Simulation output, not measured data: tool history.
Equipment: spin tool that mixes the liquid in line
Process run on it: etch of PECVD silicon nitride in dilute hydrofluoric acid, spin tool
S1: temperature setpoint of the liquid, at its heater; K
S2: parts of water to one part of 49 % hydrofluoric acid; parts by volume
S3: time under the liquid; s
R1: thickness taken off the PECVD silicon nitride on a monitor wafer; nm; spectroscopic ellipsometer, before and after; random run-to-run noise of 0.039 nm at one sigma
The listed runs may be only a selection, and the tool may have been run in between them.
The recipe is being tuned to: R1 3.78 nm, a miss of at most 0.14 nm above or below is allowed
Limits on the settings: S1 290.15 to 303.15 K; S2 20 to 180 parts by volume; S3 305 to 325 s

run,day,S1,S2,S3,R1
1,0,295.15,100,305,6.733
2,0.029,293.65,110,305,5.4784
3,0.179,293.65,130,305,4.6162
4,0.358,293.65,145,305,4.1401
5,0.662,293.65,110,305,5.4738
6,0.842,293.65,75,305,7.7366
7,0.983,292.65,90,305,6.2302
8,1.108,292.15,100,305,5.4223
9,1.196,291.65,105,305,5.0623
10,1.317,290.15,130,305,3.5886
11,1.483,290.15,130,305,3.6139

5 next moves are on the table. One of them brings every result within its allowed miss. Which?
A,1.65,290.15,145,315,?
B,1.65,291.15,145,325,?
C,1.65,290.65,145,310,?
D,1.65,290.15,145,325,?
E,1.65,290.15,140,305,?

move,R1
A,3.3619
B,3.7142
C,3.4239
D,3.4687
E,3.3672
A: moves away from the targets compared with the last run
B: every result within its allowed miss
C: moves away from the targets compared with the last run
D: moves away from the targets compared with the last run
E: moves away from the targets compared with the last run
The right move is B.

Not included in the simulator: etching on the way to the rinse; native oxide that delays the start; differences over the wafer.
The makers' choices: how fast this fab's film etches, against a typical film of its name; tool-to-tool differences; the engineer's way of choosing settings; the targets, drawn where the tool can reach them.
